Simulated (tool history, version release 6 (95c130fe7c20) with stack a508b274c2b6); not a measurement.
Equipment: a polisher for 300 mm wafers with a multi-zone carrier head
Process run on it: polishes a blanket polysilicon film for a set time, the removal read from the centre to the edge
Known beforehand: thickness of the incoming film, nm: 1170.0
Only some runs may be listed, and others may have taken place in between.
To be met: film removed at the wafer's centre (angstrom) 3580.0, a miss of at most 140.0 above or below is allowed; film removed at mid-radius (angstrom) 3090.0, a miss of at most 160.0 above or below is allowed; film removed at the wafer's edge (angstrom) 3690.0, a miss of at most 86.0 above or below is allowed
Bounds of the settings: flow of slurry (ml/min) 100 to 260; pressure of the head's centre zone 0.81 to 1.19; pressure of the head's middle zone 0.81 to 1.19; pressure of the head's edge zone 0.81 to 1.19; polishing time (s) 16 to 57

run  hour  flow of slurry (ml/min)  pressure of the head's centre zone  pressure of the head's middle zone  pressure of the head's edge zone  polishing time (s)  film removed at the wafer's centre (angstrom)  film removed at mid-radius (angstrom)  film removed at the wafer's edge (angstrom)
  1   0.0                      165                                1.00                                1.00                              1.00                  36                                         4289.3                                 4212.6                                       4351.9
  2   4.6                      155                                0.99                                0.96                              0.98                  35                                         4218.6                                 3989.6                                       4215.8
  3  10.3                      150                                0.98                                0.93                              0.98                  34                                         4023.6                                 3647.6                                       4026.9
  4  16.3                      150                                0.98                                0.99                              0.98                  34                                         4036.7                                 4070.7                                       4070.7
  5  24.7                      150                                0.97                                0.96                              0.98                  33                                         3849.7                                 3681.5                                       3985.8
  6  29.0                      150                                0.97                                0.96                              0.91                  33                                         3875.4                                 3853.7                                       3829.2
  7  34.5                      145                                0.96                                0.93                              0.91                  33                                         3798.7                                 3646.2                                       3786.0
  8  39.0                      140                                0.95                                0.91                              0.91                  33                                         3750.1                                 3608.8                                       3816.4
  9  45.0                      140                                0.95                                0.91                              0.91                  33                                         3807.2                                 3426.4                                       3798.5
 10  45.7                      135                                0.94                                0.90                              0.91                  33                                         3695.6                                 3415.2                                       3783.3
 11  49.2                      130                                0.94                                0.89                              0.91                  33                                         3624.4                                 3444.6                                       3776.3

Exercise: of the 4 proposed moves below, exactly one satisfies all targets within the stated allowed misses. Which move is it?
  A  52.7                      155                                0.92                                1.00                              0.81                  34                                              ?                                      ?                                            ?
  B  52.7                      145                                0.95                                1.00                              0.98                  32                                              ?                                      ?                                            ?
  C  52.7                      140                                0.94                                0.82                              0.92                  32                                              ?                                      ?                                            ?
  D  52.7                      100                                0.96                                1.12                              0.81                  34                                              ?                                      ?                                            ?

move  film removed at the wafer's centre (angstrom)  film removed at mid-radius (angstrom)  film removed at the wafer's edge (angstrom)
   A                                         3756.6                                 4032.1                                       3732.9
   B                                         3589.9                                 3762.2                                       3809.8
   C                                         3538.4                                 3176.8                                       3695.2
   D                                         3639.6                                 4192.7                                       3578.2
A: lands further from the targets than the last run did
B: lands further from the targets than the last run did
C: meets every target
D: lands further from the targets than the last run did
C meets every target.
